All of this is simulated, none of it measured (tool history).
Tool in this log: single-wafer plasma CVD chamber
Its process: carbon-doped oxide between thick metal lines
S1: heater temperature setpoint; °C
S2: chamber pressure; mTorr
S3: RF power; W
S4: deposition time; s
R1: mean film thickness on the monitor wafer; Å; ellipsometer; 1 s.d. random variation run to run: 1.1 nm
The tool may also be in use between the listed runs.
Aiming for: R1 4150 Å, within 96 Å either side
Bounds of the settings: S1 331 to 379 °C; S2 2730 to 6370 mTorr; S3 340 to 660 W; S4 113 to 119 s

run,hour,S1,S2,S3,S4,R1
1,0,355,4550,500,119,5450.8
2,6.7,355,4550,560,119,5812
3,10.4,350,4550,560,119,5939.9
4,15.8,350,4550,525,119,5695.8
5,16.6,352,4320,485,118,5310
6,21.7,344,4320,485,118,5439.7
7,27.4,356,3410,405,114,4310.6
8,35.7,357,3350,405,114,4287.5
9,40,358,3300,405,114,4258.1
10,43,359,3260,405,114,4264.2

Next run, 4 choices. One meets every target within its allowed miss, the rest don't. Which?
A,46,368,3630,405,113,?
B,46,338,3240,385,117,?
C,46,361,2730,445,113,?
D,46,360,2960,395,119,?

move,R1
A,4175.8
B,4475.2
C,4377.4
D,4290.3
A: meets every target
B: the biggest miss grows against the last run
C: the biggest miss grows against the last run
D: the biggest miss grows against the last run
A meets every target.

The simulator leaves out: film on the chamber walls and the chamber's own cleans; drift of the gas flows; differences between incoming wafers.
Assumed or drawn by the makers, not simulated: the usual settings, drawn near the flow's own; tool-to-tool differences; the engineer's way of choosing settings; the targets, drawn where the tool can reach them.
